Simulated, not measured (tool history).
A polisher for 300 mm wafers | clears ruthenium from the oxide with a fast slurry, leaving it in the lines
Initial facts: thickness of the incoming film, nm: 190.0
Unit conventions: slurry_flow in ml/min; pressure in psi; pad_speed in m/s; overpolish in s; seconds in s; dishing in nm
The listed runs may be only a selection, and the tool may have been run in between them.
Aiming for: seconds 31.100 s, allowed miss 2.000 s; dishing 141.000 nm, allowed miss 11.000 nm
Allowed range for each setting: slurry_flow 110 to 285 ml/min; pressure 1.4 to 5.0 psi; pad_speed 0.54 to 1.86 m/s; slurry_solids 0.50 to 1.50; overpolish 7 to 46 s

run 1 hour=0.0 | slurry_flow=180 pressure=3.2 pad_speed=1.18 slurry_solids=1.00 overpolish=24 | seconds=37.895 dishing=83.837
run 2 hour=6.8 | slurry_flow=180 pressure=3.3 pad_speed=1.18 slurry_solids=1.00 overpolish=26 | seconds=38.007 dishing=97.030
run 3 hour=12.4 | slurry_flow=180 pressure=3.3 pad_speed=1.36 slurry_solids=1.00 overpolish=26 | seconds=33.943 dishing=102.130
run 4 hour=16.9 | slurry_flow=180 pressure=3.4 pad_speed=1.36 slurry_solids=1.00 overpolish=27 | seconds=33.258 dishing=106.570
run 5 hour=22.3 | slurry_flow=200 pressure=3.4 pad_speed=1.36 slurry_solids=1.00 overpolish=27 | seconds=32.228 dishing=109.580
run 6 hour=23.0 | slurry_flow=200 pressure=3.4 pad_speed=1.66 slurry_solids=1.00 overpolish=27 | seconds=27.949 dishing=110.940
run 7 hour=27.1 | slurry_flow=200 pressure=3.4 pad_speed=1.64 slurry_solids=1.00 overpolish=28 | seconds=27.845 dishing=122.000
run 8 hour=29.5 | slurry_flow=200 pressure=3.0 pad_speed=1.60 slurry_solids=1.00 overpolish=35 | seconds=33.707 dishing=122.930

Which one of the following 5 next-run settings gets every result inside its allowed miss? There is exactly one.
run A hour=31.9 | slurry_flow=180 pressure=3.3 pad_speed=1.84 slurry_solids=1.05 overpolish=33 | seconds=? dishing=?
run B hour=31.9 | slurry_flow=210 pressure=2.6 pad_speed=1.74 slurry_solids=0.85 overpolish=34 | seconds=? dishing=?
run C hour=31.9 | slurry_flow=205 pressure=3.3 pad_speed=1.68 slurry_solids=1.05 overpolish=34 | seconds=? dishing=?
run D hour=31.9 | slurry_flow=225 pressure=2.9 pad_speed=1.86 slurry_solids=0.90 overpolish=39 | seconds=? dishing=?
run E hour=31.9 | slurry_flow=220 pressure=3.4 pad_speed=1.56 slurry_solids=1.20 overpolish=35 | seconds=? dishing=?

move=A seconds=25.237 dishing=139.780
move=B seconds=38.005 dishing=110.580
move=C seconds=26.641 dishing=137.890
move=D seconds=30.644 dishing=137.680
move=E seconds=25.138 dishing=144.630
A: meets the target for the result that was furthest off, but another lies outside its allowed miss
B: the biggest miss grows against the last run
C: meets the target for the result that was furthest off, but another lies outside its allowed miss
D: in spec on every target
E: meets the target for the result that was furthest off, but another lies outside its allowed miss
The move that meets every target is D.
